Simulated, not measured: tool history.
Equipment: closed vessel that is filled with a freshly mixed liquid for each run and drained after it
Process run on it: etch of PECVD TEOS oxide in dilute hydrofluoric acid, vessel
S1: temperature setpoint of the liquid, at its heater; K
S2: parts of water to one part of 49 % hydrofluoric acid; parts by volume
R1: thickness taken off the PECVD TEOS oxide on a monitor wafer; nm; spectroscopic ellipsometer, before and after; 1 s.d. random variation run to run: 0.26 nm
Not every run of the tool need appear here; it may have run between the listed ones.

Run 1, day 0: S1 293.15 K, S2 85 parts by volume, time in the liquid (s) 85. Result: R1 26.149 nm.
Run 2, day 0.162: S1 291.65 K, S2 85 parts by volume, time in the liquid (s) 85. Result: R1 24.431 nm.
Run 3, day 0.417: S1 290.15 K, S2 85 parts by volume, time in the liquid (s) 85. Result: R1 22.953 nm.
Run 4, day 0.596: S1 290.15 K, S2 85 parts by volume, time in the liquid (s) 85. Result: R1 23.135 nm.
Run 5, day 0.838: S1 290.15 K, S2 85 parts by volume, time in the liquid (s) 85. Result: R1 22.918 nm.
Run 6, day 0.896: S1 290.15 K, S2 65 parts by volume, time in the liquid (s) 85. Result: R1 30.748 nm.
Run 7, day 0.933: S1 291.15 K, S2 65 parts by volume, time in the liquid (s) 85. Result: R1 32.633 nm.
Run 8, day 1.133: S1 291.65 K, S2 65 parts by volume, time in the liquid (s) 85. Result: R1 33.16 nm.
Run 9, day 1.221: S1 292.15 K, S2 65 parts by volume, time in the liquid (s) 85. Result: R1 33.992 nm.

Expected results for the next run?
Run 10, day 1.483: S1 292.65 K, S2 65 parts by volume, time in the liquid (s) 85. Result: R1 ?.

R1: 34.263 nm

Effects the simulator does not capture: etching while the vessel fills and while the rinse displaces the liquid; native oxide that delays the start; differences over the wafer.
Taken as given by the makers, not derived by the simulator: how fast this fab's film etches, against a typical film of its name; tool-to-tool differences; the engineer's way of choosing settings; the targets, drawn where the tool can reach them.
